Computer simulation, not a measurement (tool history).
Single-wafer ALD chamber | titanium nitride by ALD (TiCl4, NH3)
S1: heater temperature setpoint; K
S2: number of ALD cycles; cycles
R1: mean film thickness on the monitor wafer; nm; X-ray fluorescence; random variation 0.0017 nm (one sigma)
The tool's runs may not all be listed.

Run 1, hour 0.0: S1 653.15 K, S2 32 cycles, NH3 pulse time (s) 1.75. Result: R1 0.68668 nm.
Run 2, hour 2.3: S1 651.15 K, S2 32 cycles, NH3 pulse time (s) 1.61. Result: R1 0.68537 nm.
Run 3, hour 10.1: S1 648.15 K, S2 32 cycles, NH3 pulse time (s) 1.41. Result: R1 0.67616 nm.
Run 4, hour 17.5: S1 647.15 K, S2 32 cycles, NH3 pulse time (s) 1.34. Result: R1 0.67183 nm.
Run 5, hour 19.9: S1 654.15 K, S2 32 cycles, NH3 pulse time (s) 1.34. Result: R1 0.68144 nm.
Run 6, hour 26.8: S1 652.15 K, S2 32 cycles, NH3 pulse time (s) 1.27. Result: R1 0.67924 nm.
Run 7, hour 33.9: S1 652.15 K, S2 32 cycles, NH3 pulse time (s) 1.27. Result: R1 0.67795 nm.
Run 8, hour 36.8: S1 650.15 K, S2 32 cycles, NH3 pulse time (s) 1.22. Result: R1 0.67313 nm.
Run 9, hour 40.1: S1 649.15 K, S2 32 cycles, NH3 pulse time (s) 1.21. Result: R1 0.67279 nm.

The next listed run, before its measurement:
Run 10, hour 45.9: S1 648.15 K, S2 32 cycles, NH3 pulse time (s) 1.19. Result: R1 ?.

R1: 0.67144 nm

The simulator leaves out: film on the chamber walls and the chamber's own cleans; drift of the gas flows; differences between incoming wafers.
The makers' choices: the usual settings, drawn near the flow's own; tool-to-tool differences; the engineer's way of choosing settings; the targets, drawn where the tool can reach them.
